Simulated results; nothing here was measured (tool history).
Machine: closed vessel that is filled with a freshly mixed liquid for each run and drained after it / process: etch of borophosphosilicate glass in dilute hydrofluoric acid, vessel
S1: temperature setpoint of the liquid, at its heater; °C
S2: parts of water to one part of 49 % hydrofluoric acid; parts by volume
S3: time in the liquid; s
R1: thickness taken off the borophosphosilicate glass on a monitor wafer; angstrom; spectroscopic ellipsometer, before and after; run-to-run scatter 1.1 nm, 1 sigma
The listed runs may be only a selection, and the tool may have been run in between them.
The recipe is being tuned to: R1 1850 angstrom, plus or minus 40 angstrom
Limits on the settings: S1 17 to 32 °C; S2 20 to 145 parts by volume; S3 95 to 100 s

| run | hour | S1 | S2 | S3 | R1 |
|---|---|---|---|---|---|
| 1 | 0 | 24 | 80 | 95 | 746.27 |
| 2 | 3.5 | 22 | 80 | 95 | 688.33 |
| 3 | 11.9 | 22 | 80 | 95 | 679.17 |
| 4 | 13.7 | 22 | 70 | 95 | 792.85 |
| 5 | 20.6 | 22 | 70 | 95 | 797.14 |
| 6 | 29 | 25 | 60 | 95 | 1058.9 |
| 7 | 36.8 | 27 | 55 | 95 | 1257.1 |
| 8 | 40.7 | 28.5 | 50 | 95 | 1487.4 |
| 9 | 47.7 | 29.5 | 50 | 95 | 1526.3 |
| 10 | 52.3 | 30.5 | 50 | 95 | 1626.3 |
| 11 | 54.9 | 31 | 50 | 95 | 1627.8 |
| 12 | 61.1 | 31 | 50 | 95 | 1654.5 |
| 13 | 70.3 | 31.5 | 50 | 95 | 1672.1 |
| 14 | 71.6 | 32 | 45 | 95 | 1902.6 |

Which one of the following 4 next-run settings gets every result inside its allowed miss? There is exactly one.
| A | 72.9 | 31.5 | 45 | 100 | ? |
| B | 72.9 | 31 | 45 | 100 | ? |
| C | 72.9 | 31 | 45 | 95 | ? |
| D | 72.9 | 29 | 40 | 95 | ? |

| move | R1 |
|---|---|
| A | 1977.9 |
| B | 1939.6 |
| C | 1842.6 |
| D | 1930.4 |
A: lands further from the targets than the last run did
B: lands further from the targets than the last run did
C: hits every target within its allowed miss
D: lands further from the targets than the last run did
Correct choice: C, which meets every target

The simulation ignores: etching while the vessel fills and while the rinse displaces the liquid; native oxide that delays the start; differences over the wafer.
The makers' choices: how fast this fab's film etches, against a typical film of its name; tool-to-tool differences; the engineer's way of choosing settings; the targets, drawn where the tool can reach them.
